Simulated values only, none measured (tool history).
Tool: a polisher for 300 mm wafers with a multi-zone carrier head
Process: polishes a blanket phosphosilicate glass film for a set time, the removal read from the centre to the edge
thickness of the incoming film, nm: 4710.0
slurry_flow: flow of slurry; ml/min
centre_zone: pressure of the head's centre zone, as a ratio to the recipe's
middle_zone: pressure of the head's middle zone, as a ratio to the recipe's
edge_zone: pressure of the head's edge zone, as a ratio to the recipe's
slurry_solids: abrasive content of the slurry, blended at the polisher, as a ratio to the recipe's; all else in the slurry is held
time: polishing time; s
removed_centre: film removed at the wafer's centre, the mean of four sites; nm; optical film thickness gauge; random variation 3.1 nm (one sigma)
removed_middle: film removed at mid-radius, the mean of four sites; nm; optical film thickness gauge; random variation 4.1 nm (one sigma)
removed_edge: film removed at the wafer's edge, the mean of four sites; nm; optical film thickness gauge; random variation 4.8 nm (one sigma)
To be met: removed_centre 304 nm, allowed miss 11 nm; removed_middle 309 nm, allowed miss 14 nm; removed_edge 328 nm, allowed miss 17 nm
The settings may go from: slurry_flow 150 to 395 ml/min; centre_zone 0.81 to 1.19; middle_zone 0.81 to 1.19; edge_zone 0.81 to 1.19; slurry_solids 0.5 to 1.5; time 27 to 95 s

run,day,slurry_flow,centre_zone,middle_zone,edge_zone,slurry_solids,time,removed_centre,removed_middle,removed_edge
1,0,250,1,1,1,1,61,436.49,422.96,458.84
2,0.262,250,1,1,0.95,1,61,436.29,435.75,436.62
3,0.471,250,1,1,0.9,1,61,437.03,428.89,422.13
4,0.733,210,1,1,0.9,1,61,421.92,420.52,424.2
5,0.933,210,1,1,0.84,1,61,420.86,412.68,408.49
6,1.196,220,0.97,0.97,0.85,0.85,60,383.71,379.94,369.78
7,1.246,170,0.87,0.87,0.95,0.65,58,285.86,289.44,331.13
8,1.321,180,0.88,0.89,0.94,0.65,58,291.65,295.63,329.36

Which of these 5 next moves meets every target?
A,1.396,205,0.81,0.84,0.94,0.7,57,?,?,?
B,1.396,185,0.85,0.98,0.93,0.55,62,?,?,?
C,1.396,195,0.89,0.87,0.97,0.7,51,?,?,?
D,1.396,175,0.93,0.94,0.93,0.55,63,?,?,?
E,1.396,150,0.88,0.82,0.83,0.55,65,?,?,?

move,removed_centre,removed_middle,removed_edge
A,273.35,301.33,338.95
B,275.35,328.91,324.72
C,266.66,275.21,305.89
D,302.92,319.45,327.76
E,285.3,285.65,314.59
A: further off than the last run
B: further off than the last run
C: further off than the last run
D: meets every target
E: further off than the last run
Answer: D

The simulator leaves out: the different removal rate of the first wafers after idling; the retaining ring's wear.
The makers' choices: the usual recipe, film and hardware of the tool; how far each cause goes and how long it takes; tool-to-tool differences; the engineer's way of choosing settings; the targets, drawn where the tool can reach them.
